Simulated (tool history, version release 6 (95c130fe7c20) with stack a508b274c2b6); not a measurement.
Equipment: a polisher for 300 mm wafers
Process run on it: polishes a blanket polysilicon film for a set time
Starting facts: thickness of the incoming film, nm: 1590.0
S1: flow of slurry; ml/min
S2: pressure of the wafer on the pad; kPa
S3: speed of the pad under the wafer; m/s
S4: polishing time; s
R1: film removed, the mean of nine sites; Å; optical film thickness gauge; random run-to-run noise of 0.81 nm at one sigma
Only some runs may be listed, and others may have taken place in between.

run	hour	S1	S2	S3	S4	R1
1	0.0	220	14.5	0.82	44	2411.10
2	3.1	215	11.7	0.74	44	1780.10
3	10.8	210	10.3	0.70	44	1490.80
4	17.8	200	9.0	0.68	44	1268.00
5	22.8	200	9.0	0.68	39	1120.50
6	24.0	165	9.0	0.68	39	1101.60
7	28.1	160	7.6	0.68	39	931.24
8	28.6	175	7.6	0.68	39	936.88
9	30.6	190	9.0	0.68	39	1120.70

Forecast run 10:
10	31.5	175	9.0	0.68	39	?

Run 10 came out at R1 1107.40 Å.
